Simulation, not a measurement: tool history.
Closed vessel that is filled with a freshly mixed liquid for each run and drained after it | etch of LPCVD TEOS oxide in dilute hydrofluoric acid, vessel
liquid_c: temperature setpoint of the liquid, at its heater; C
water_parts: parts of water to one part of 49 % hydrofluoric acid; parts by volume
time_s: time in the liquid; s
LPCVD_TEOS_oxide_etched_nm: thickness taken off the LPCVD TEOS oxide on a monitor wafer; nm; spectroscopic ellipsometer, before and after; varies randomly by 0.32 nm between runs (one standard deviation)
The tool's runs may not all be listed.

| run | hour | liquid_c | water_parts | time_s | LPCVD_TEOS_oxide_etched_nm |
|---|---|---|---|---|---|
| 1 | 0.0 | 21 | 265 | 1460 | 75.004 |
| 2 | 6.1 | 20 | 290 | 1460 | 63.094 |
| 3 | 14.1 | 23 | 290 | 1460 | 71.158 |
| 4 | 23.7 | 20 | 290 | 1460 | 63.006 |
| 5 | 25.8 | 17 | 290 | 1460 | 57.137 |
| 6 | 33.5 | 17 | 290 | 1460 | 57.770 |
| 7 | 35.0 | 17 | 305 | 1460 | 54.160 |
| 8 | 44.3 | 17 | 315 | 1460 | 50.970 |
| 9 | 45.9 | 17 | 320 | 1460 | 50.169 |

Run 10 comes next. What will it give?
| 10 | 50.3 | 17 | 325 | 1460 | ? |

Logged for run 10: LPCVD_TEOS_oxide_etched_nm 49.514 nm.

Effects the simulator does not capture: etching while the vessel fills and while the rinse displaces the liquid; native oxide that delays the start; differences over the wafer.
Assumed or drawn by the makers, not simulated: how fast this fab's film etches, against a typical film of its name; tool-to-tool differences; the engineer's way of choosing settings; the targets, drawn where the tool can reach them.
